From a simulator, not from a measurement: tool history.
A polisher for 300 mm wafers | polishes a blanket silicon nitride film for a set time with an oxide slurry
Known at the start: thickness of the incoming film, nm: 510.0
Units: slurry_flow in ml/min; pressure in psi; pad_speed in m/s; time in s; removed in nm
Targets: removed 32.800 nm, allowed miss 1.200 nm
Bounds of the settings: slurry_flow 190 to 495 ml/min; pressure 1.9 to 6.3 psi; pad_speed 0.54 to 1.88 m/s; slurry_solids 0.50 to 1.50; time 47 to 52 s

{"run": 1, "hour": 0.0, "slurry_flow": 320, "pressure": 4.1, "pad_speed": 1.2, "slurry_solids": 1.0, "time": 52, "removed": 51.699}
{"run": 2, "hour": 0.8, "slurry_flow": 320, "pressure": 3.9, "pad_speed": 1.2, "slurry_solids": 1.0, "time": 52, "removed": 48.219}
{"run": 3, "hour": 3.6, "slurry_flow": 320, "pressure": 3.8, "pad_speed": 1.2, "slurry_solids": 1.0, "time": 52, "removed": 46.179}
{"run": 4, "hour": 10.9, "slurry_flow": 320, "pressure": 3.7, "pad_speed": 1.2, "slurry_solids": 1.0, "time": 52, "removed": 46.207}
{"run": 5, "hour": 17.3, "slurry_flow": 320, "pressure": 3.7, "pad_speed": 1.44, "slurry_solids": 1.0, "time": 52, "removed": 51.033}
{"run": 6, "hour": 21.9, "slurry_flow": 320, "pressure": 2.9, "pad_speed": 1.44, "slurry_solids": 1.0, "time": 52, "removed": 41.29}
{"hour": 25.5, "done": "slurry nozzle cleaned"}
{"run": 7, "hour": 25.5, "slurry_flow": 320, "pressure": 2.8, "pad_speed": 1.44, "slurry_solids": 1.0, "time": 52, "removed": 39.732}
{"run": 8, "hour": 30.5, "slurry_flow": 320, "pressure": 2.7, "pad_speed": 1.44, "slurry_solids": 1.0, "time": 52, "removed": 39.445}
{"run": 9, "hour": 32.8, "slurry_flow": 320, "pressure": 2.7, "pad_speed": 1.44, "slurry_solids": 1.0, "time": 52, "removed": 39.594}

4 next moves are on the table. One of them brings every result within its allowed miss. Which?
{"run": "A", "hour": 35.1, "slurry_flow": 445, "pressure": 2.2, "pad_speed": 1.74, "slurry_solids": 0.8, "time": 50, "removed": "?"}
{"run": "B", "hour": 35.1, "slurry_flow": 340, "pressure": 3.4, "pad_speed": 1.56, "slurry_solids": 1.05, "time": 52, "removed": "?"}
{"run": "C", "hour": 35.1, "slurry_flow": 255, "pressure": 2.6, "pad_speed": 1.0, "slurry_solids": 1.2, "time": 47, "removed": "?"}
{"run": "D", "hour": 35.1, "slurry_flow": 340, "pressure": 2.8, "pad_speed": 1.44, "slurry_solids": 0.95, "time": 47, "removed": "?"}

move=A removed=32.462
move=B removed=52.023
move=C removed=28.668
move=D removed=35.780
A: meets every target
B: further off than the last run
C: takes the result that was furthest off past its target
D: nearer than the last run, and not there yet
The right move is A.
